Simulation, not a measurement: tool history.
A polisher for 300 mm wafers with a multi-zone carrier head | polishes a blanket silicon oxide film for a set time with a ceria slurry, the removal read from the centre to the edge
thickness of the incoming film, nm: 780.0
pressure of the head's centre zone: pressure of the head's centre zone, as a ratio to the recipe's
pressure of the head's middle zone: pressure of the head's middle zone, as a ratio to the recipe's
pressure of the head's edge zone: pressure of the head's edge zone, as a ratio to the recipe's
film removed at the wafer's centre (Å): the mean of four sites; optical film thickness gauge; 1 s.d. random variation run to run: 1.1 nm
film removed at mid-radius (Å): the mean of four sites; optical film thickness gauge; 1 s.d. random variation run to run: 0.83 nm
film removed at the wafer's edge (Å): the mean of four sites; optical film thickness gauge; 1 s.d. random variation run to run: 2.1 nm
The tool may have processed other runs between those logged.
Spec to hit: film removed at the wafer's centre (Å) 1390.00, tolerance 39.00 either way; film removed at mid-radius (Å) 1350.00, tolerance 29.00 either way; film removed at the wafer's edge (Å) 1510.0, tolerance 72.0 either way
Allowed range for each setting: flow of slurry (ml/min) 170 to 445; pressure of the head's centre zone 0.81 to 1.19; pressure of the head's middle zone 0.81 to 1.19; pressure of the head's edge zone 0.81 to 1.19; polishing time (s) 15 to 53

run,hour,flow of slurry (ml/min),pressure of the head's centre zone,pressure of the head's middle zone,pressure of the head's edge zone,polishing time (s),film removed at the wafer's centre (Å),film removed at mid-radius (Å),film removed at the wafer's edge (Å)
1,0.0,285,1.00,1.00,1.00,34,1512.50,1527.20,1610.8
2,4.3,270,0.99,0.97,0.98,34,1491.00,1504.40,1651.9
3,10.1,270,0.99,0.97,0.91,34,1481.60,1465.90,1583.6
4,18.5,270,0.99,0.97,0.91,28,1218.10,1225.80,1308.4
5,22.2,270,0.99,0.97,0.91,22,969.95,959.62,1023.4
6,25.2,245,1.00,0.97,0.95,25,1097.40,1080.70,1164.0
7,25.9,245,1.08,1.04,1.05,28,1322.00,1273.00,1360.1
8,32.3,245,1.08,1.04,1.05,28,1308.70,1283.60,1310.9
9,35.5,260,1.07,1.02,1.09,29,1387.00,1317.10,1421.5
10,44.0,260,1.06,1.02,1.12,29,1343.10,1315.40,1445.0

Of the 4 settings listed for the next run, only one would bring every result within its allowed miss of target. Which one?
A,52.5,295,1.09,0.99,0.98,28,?,?,?
B,52.5,270,1.05,1.01,1.19,30,?,?,?
C,52.5,285,1.09,0.97,1.14,29,?,?,?
D,52.5,235,1.02,0.93,1.12,30,?,?,?

move,film removed at the wafer's centre (Å),film removed at mid-radius (Å),film removed at the wafer's edge (Å)
A,1371.20,1267.10,1347.6
B,1399.30,1366.80,1519.2
C,1414.00,1284.90,1456.4
D,1331.10,1252.50,1471.4
A: the worst result of the last run now meets its target, but another is out of spec
B: every result lands within tolerance
C: the worst result of the last run now meets its target, but another is out of spec
D: the biggest miss grows against the last run
Move B is the one to make.

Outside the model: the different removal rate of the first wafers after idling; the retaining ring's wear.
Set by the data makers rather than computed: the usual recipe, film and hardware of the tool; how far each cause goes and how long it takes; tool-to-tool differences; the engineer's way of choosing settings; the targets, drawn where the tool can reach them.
